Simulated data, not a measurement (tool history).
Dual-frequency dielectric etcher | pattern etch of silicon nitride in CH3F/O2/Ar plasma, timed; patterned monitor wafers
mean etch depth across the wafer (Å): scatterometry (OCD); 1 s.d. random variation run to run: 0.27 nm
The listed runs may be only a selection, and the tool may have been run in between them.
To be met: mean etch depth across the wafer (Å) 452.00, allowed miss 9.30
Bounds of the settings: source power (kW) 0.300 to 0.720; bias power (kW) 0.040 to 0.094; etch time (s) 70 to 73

| run | hour | source power (kW) | bias power (kW) | etch time (s) | mean etch depth across the wafer (Å) |
|---|---|---|---|---|---|
| 1 | 0.0 | 0.510 | 0.067 | 70 | 497.87 |
| 2 | 2.0 | 0.600 | 0.067 | 70 | 527.45 |
| 3 | 6.7 | 0.600 | 0.074 | 70 | 541.18 |
| 4 | 11.7 | 0.530 | 0.071 | 70 | 515.02 |
| 5 | 12.3 | 0.530 | 0.063 | 70 | 493.79 |
| 6 | 13.4 | 0.570 | 0.063 | 70 | 512.09 |
| 7 | 20.3 | 0.520 | 0.061 | 70 | 492.16 |
| 8 | 22.1 | 0.480 | 0.059 | 70 | 471.61 |

Exactly one of the 5 candidate moves below puts every result within its allowed miss. Which one?
| A | 23.9 | 0.430 | 0.048 | 70 | ? |
| B | 23.9 | 0.440 | 0.062 | 71 | ? |
| C | 23.9 | 0.480 | 0.056 | 72 | ? |
| D | 23.9 | 0.350 | 0.074 | 70 | ? |
| E | 23.9 | 0.350 | 0.062 | 70 | ? |

| move | mean etch depth across the wafer (Å) |
|---|---|
| A | 425.78 |
| B | 465.58 |
| C | 473.30 |
| D | 447.45 |
| E | 425.12 |
A: moves the result that the last run missed by most past its target, out the other side
B: an improvement on the last run, though not all results are within tolerance
C: further off than the last run
D: hits every target within its allowed miss
E: moves the result that the last run missed by most past its target, out the other side
So the answer is move D, the one that meets all the targets.

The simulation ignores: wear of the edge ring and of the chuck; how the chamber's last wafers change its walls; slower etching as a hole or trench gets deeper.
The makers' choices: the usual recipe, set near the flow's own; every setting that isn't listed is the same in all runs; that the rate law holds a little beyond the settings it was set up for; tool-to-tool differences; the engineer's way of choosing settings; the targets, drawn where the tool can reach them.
